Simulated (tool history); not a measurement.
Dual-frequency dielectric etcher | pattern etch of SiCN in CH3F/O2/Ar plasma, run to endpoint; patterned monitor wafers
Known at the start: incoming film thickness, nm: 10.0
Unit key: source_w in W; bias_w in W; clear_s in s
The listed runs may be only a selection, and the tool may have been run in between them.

run  hour  source_w  bias_w  clear_s
  1     0       510      66   22.075
  2   6.2       440      66   24.174
  3   6.9       440      60   24.844
  4  14.7       390      60   26.997
  5  15.7       390      52   27.964
  6  24.5       440      52    26.07
  7  27.4       470      52    25.19
  8  32.1       500      52   24.333

The next listed run, before its measurement:
  9  37.8       530      52        ?

{"run 9": {"clear_s": 23.608}}

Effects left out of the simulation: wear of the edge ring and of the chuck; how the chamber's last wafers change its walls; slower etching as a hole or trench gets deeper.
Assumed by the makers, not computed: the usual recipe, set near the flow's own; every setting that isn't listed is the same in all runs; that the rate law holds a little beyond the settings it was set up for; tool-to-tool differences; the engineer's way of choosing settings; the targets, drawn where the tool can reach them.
